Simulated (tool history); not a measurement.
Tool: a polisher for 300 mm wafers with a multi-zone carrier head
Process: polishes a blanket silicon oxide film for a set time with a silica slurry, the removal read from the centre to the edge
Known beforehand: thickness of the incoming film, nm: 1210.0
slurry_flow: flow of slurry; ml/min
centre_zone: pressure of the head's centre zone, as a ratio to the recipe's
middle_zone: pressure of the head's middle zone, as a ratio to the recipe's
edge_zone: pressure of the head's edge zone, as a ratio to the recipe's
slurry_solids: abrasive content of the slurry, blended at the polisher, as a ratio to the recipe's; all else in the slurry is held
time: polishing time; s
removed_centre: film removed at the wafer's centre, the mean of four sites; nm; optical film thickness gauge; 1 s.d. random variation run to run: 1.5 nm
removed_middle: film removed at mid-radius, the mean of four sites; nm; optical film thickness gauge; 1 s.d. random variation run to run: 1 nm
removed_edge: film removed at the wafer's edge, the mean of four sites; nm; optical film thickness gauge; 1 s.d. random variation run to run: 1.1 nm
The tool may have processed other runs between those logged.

run,hour,slurry_flow,centre_zone,middle_zone,edge_zone,slurry_solids,time,removed_centre,removed_middle,removed_edge
1,0.0,140,1.00,1.00,1.00,1.00,81,285.28,290.29,294.16
2,3.9,125,1.00,1.00,1.00,1.00,81,276.34,282.77,294.33
3,8.1,140,1.00,1.00,1.00,1.00,81,282.99,286.14,293.38
4,12.5,140,1.00,1.06,1.00,1.00,81,286.66,297.04,296.63
5,15.5,140,0.93,1.06,1.00,1.00,81,261.36,296.04,296.36
6,21.8,135,0.91,1.05,0.97,0.90,76,220.80,261.17,254.64
7,23.0,130,0.90,1.01,0.95,0.80,74,197.08,229.77,228.05
8,25.0,125,0.88,0.99,0.93,0.75,73,183.69,213.74,212.80
9,33.9,120,0.87,0.98,0.91,0.70,72,164.57,195.85,196.30

Estimate the outcome of run 10 from the log above:
10,34.8,115,0.86,0.97,0.89,0.65,72,?,?,?

Run 10 yielded removed_centre 157.01 nm, removed_middle 182.31 nm, removed_edge 182.93 nm.
